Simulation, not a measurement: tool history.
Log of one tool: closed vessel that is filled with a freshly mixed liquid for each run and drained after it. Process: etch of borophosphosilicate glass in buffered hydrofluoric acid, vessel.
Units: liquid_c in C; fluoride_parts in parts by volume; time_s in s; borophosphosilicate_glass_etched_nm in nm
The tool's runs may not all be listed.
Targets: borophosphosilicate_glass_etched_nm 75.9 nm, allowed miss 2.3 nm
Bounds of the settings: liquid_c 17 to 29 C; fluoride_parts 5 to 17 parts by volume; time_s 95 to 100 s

| run | hour | liquid_c | fluoride_parts | time_s | borophosphosilicate_glass_etched_nm |
|---|---|---|---|---|---|
| 1 | 0 | 21 | 10.5 | 95 | 92.444 |
| 2 | 6.7 | 18.5 | 10.5 | 95 | 80.86 |
| 3 | 11.3 | 18 | 10.5 | 95 | 78.138 |
| 4 | 12.4 | 18 | 10.5 | 100 | 81.896 |
| 5 | 13 | 18 | 9 | 100 | 92.079 |
| 6 | 17.8 | 18 | 9 | 100 | 92.545 |
| 7 | 18.4 | 17.5 | 9.5 | 100 | 87.908 |
| 8 | 25.5 | 17.5 | 10 | 100 | 83.41 |

4 next moves are on the table. One of them brings every result within its allowed miss. Which?
| A | 32.6 | 19 | 11.5 | 95 | ? |
| B | 32.6 | 18.5 | 9.5 | 95 | ? |
| C | 32.6 | 18 | 9 | 95 | ? |
| D | 32.6 | 23 | 10.5 | 95 | ? |

| move | borophosphosilicate_glass_etched_nm |
|---|---|
| A | 75.632 |
| B | 87.211 |
| C | 87.796 |
| D | 103.04 |
A: meets every target
B: further off than the last run
C: further off than the last run
D: further off than the last run
Move A is the one to make.
